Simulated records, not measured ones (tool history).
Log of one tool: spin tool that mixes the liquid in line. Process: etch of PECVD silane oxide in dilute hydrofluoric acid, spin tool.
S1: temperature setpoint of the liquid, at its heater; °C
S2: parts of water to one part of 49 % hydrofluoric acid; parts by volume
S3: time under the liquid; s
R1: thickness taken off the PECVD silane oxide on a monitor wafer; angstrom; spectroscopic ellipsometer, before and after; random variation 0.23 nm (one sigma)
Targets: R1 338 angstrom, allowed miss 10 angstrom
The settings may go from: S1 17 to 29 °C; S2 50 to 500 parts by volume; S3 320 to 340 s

run	hour	S1	S2	S3	R1
1	0	21	275	320	362.3
2	7.5	21	370	320	246.15
3	9.3	22	370	320	256.31
4	15.6	22.5	370	320	262.63
5	16.5	23	370	320	263.48
# hour 17.7: thermometer replaced
6	17.7	23.5	370	320	284.75
7	22.6	24	370	320	286.77
8	23.5	24.5	370	320	295.39
9	27.6	25	370	320	298.66
10	34.7	25	370	320	299.78

5 next moves are on the table. One of them brings every result within its allowed miss. Which?
A	41.8	24	375	330	?
B	41.8	25	355	340	?
C	41.8	20	365	320	?
D	41.8	25.5	375	340	?
E	41.8	25	330	340	?

move	R1
A	292.89
B	335.73
C	256.65
D	317.06
E	369.91
A: further off than the last run
B: meets every target
C: further off than the last run
D: nearer than the last run, and not there yet
E: takes the result that was furthest off past its target
The right move is B.

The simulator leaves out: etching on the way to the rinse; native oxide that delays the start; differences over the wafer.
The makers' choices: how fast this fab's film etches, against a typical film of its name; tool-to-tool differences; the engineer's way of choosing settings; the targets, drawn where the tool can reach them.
